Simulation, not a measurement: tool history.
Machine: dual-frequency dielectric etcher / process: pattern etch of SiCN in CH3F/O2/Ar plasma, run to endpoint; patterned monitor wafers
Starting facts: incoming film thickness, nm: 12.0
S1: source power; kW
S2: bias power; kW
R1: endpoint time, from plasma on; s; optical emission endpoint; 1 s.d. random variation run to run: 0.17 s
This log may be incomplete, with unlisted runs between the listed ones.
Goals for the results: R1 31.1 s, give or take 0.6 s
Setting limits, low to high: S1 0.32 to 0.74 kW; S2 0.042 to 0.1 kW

run 1 hour=0 | S1=0.53 S2=0.071 | R1=27.208
run 2 hour=5.2 | S1=0.62 S2=0.071 | R1=26.009
run 3 hour=9.5 | S1=0.62 S2=0.065 | R1=26.58
run 4 hour=15.5 | S1=0.59 S2=0.064 | R1=27.217
run 5 hour=18.4 | S1=0.59 S2=0.057 | R1=28.306
run 6 hour=21.1 | S1=0.68 S2=0.057 | R1=27.069
-- hour=28.1 wet clean of the chamber
run 7 hour=28.1 | S1=0.65 S2=0.056 | R1=28.57
run 8 hour=30.8 | S1=0.63 S2=0.055 | R1=29.001
run 9 hour=35.8 | S1=0.62 S2=0.055 | R1=29.034
run 10 hour=36.3 | S1=0.62 S2=0.055 | R1=29.109
run 11 hour=40.5 | S1=0.61 S2=0.055 | R1=29.512
run 12 hour=47 | S1=0.6 S2=0.055 | R1=29.629

Which of these 4 next moves meets every target?
run A hour=53.5 | S1=0.44 S2=0.071 | R1=?
run B hour=53.5 | S1=0.6 S2=0.053 | R1=?
run C hour=53.5 | S1=0.59 S2=0.048 | R1=?
run D hour=53.5 | S1=0.56 S2=0.061 | R1=?

move=A R1=29.082
move=B R1=29.761
move=C R1=30.875
move=D R1=28.908
A: lands further from the targets than the last run did
B: closes in on the targets versus the last run, not all within tolerance yet
C: all results in spec
D: lands further from the targets than the last run did
The move that meets every target is C.
